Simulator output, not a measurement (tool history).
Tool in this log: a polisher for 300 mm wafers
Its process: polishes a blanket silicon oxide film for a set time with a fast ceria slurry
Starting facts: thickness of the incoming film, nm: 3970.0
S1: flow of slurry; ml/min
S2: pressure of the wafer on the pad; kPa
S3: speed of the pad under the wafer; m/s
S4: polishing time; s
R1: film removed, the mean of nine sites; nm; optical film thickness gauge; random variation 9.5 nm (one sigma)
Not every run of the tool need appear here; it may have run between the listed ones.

run,hour,S1,S2,S3,S4,R1
1,0,265,13.1,0.98,87,1011.8
2,2.1,270,13.8,0.98,87,1055.6
3,3.1,270,14.5,0.98,87,1094.8
4,12.2,270,14.5,0.98,87,1123.4
5,15.9,270,14.5,0.98,91,1178
6,19.7,270,14.5,0.98,87,1132.1
7,22.4,280,15.9,0.98,87,1213.2
8,28.8,280,16.5,0.98,87,1253.3

Run 9, settings as shown, results not yet in. Your forecast:
9,37,280,17.2,0.98,87,?

Run 9 came out at R1 1287.6 nm.

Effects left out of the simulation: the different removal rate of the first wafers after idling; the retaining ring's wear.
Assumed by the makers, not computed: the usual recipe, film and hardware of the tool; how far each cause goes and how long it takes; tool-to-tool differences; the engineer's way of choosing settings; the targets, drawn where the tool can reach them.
